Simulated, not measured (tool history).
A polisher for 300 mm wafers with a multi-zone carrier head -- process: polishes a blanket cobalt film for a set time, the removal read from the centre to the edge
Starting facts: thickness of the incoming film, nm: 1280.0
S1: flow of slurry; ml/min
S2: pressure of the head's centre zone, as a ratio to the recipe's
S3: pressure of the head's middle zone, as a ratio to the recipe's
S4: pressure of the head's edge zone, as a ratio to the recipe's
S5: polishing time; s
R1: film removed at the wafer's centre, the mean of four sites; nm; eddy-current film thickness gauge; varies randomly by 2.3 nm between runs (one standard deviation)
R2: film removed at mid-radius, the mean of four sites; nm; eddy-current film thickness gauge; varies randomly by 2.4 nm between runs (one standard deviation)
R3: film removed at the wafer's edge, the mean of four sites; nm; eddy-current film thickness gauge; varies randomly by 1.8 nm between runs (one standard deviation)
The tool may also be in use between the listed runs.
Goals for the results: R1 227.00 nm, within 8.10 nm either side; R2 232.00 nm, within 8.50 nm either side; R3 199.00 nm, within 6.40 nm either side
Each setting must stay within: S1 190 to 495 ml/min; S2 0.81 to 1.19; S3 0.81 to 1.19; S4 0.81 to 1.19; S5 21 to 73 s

{"run": 1, "hour": 0.0, "S1": 320, "S2": 1.0, "S3": 1.0, "S4": 1.0, "S5": 47, "R1": 234.54, "R2": 236.53, "R3": 232.24}
{"run": 2, "hour": 4.5, "S1": 320, "S2": 1.05, "S3": 1.0, "S4": 1.0, "S5": 47, "R1": 242.2, "R2": 236.57, "R3": 233.22}
{"run": 3, "hour": 9.3, "S1": 355, "S2": 1.05, "S3": 1.0, "S4": 1.0, "S5": 47, "R1": 250.68, "R2": 233.63, "R3": 234.49}
{"run": 4, "hour": 16.8, "S1": 355, "S2": 1.05, "S3": 1.0, "S4": 1.0, "S5": 36, "R1": 187.88, "R2": 182.53, "R3": 177.33}
{"run": 5, "hour": 17.3, "S1": 355, "S2": 1.08, "S3": 1.0, "S4": 1.0, "S5": 36, "R1": 192.47, "R2": 182.55, "R3": 179.22}
{"hour": 20.8, "done": "worn pad replaced by a new one"}
{"run": 6, "hour": 20.8, "S1": 355, "S2": 1.08, "S3": 1.0, "S4": 1.0, "S5": 28, "R1": 159.71, "R2": 151.38, "R3": 148.31}
{"run": 7, "hour": 25.1, "S1": 355, "S2": 1.1, "S3": 1.06, "S4": 1.0, "S5": 32, "R1": 185.11, "R2": 182.24, "R3": 169.26}
{"run": 8, "hour": 31.4, "S1": 360, "S2": 1.12, "S3": 1.1, "S4": 1.01, "S5": 33, "R1": 193.99, "R2": 193.39, "R3": 176.86}
{"run": 9, "hour": 36.9, "S1": 360, "S2": 1.14, "S3": 1.13, "S4": 1.01, "S5": 34, "R1": 202.5, "R2": 203.27, "R3": 179.41}
{"run": 10, "hour": 41.8, "S1": 360, "S2": 1.15, "S3": 1.15, "S4": 1.02, "S5": 35, "R1": 211.92, "R2": 208.86, "R3": 186.39}
{"run": 11, "hour": 44.0, "S1": 365, "S2": 1.15, "S3": 1.16, "S4": 1.01, "S5": 36, "R1": 217.53, "R2": 221.28, "R3": 191.5}
{"run": 12, "hour": 47.6, "S1": 370, "S2": 1.16, "S3": 1.17, "S4": 1.02, "S5": 36, "R1": 219.1, "R2": 220.22, "R3": 193.19}
{"run": 13, "hour": 54.5, "S1": 370, "S2": 1.16, "S3": 1.18, "S4": 1.02, "S5": 36, "R1": 217.33, "R2": 223.47, "R3": 189.6}

Pick the move, out of 4, that brings all results within their allowed miss; only one does.
{"run": "A", "hour": 61.4, "S1": 380, "S2": 1.07, "S3": 1.13, "S4": 1.01, "S5": 37, "R1": "?", "R2": "?", "R3": "?"}
{"run": "B", "hour": 61.4, "S1": 420, "S2": 1.05, "S3": 1.11, "S4": 0.93, "S5": 37, "R1": "?", "R2": "?", "R3": "?"}
{"run": "C", "hour": 61.4, "S1": 415, "S2": 1.16, "S3": 1.18, "S4": 1.0, "S5": 37, "R1": "?", "R2": "?", "R3": "?"}
{"run": "D", "hour": 61.4, "S1": 310, "S2": 1.12, "S3": 1.06, "S4": 1.13, "S5": 37, "R1": "?", "R2": "?", "R3": "?"}

move=A R1=208.53 R2=219.75 R3=199.76
move=B R1=206.68 R2=217.73 R3=194.09
move=C R1=224.11 R2=229.22 R3=199.61
move=D R1=213.27 R2=205.30 R3=207.77
A: brings the result that was furthest off to its target, and leaves another outside
B: brings the result that was furthest off to its target, and leaves another outside
C: every result within its allowed miss
D: the result that was furthest off in the last run now lies on the other side of its target
Go with C: it meets all targets.
